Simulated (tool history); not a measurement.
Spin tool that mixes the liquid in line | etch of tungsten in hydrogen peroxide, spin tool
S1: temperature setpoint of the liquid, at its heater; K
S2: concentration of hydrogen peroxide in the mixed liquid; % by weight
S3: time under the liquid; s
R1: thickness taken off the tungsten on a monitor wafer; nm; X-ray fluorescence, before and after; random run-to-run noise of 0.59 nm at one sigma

run	hour	S1	S2	S3	R1
1	0.0	319.15	24.0	45	47.172
2	3.8	320.15	24.0	45	50.535
3	7.0	320.15	24.0	50	56.145
4	13.7	320.65	24.0	50	58.020
5	20.1	320.65	24.0	45	52.375
6	21.2	320.65	21.5	45	49.250
7	26.5	321.65	21.5	45	52.009
8	27.6	322.15	21.5	45	53.353
9	35.6	322.65	21.5	45	55.279
10	37.5	323.15	21.5	45	57.019
11	43.3	323.65	21.5	45	59.312

Run 12 is up next; what results do you expect?
12	46.5	324.15	21.5	45	?

For run 12 the tool returned R1 60.924 nm.

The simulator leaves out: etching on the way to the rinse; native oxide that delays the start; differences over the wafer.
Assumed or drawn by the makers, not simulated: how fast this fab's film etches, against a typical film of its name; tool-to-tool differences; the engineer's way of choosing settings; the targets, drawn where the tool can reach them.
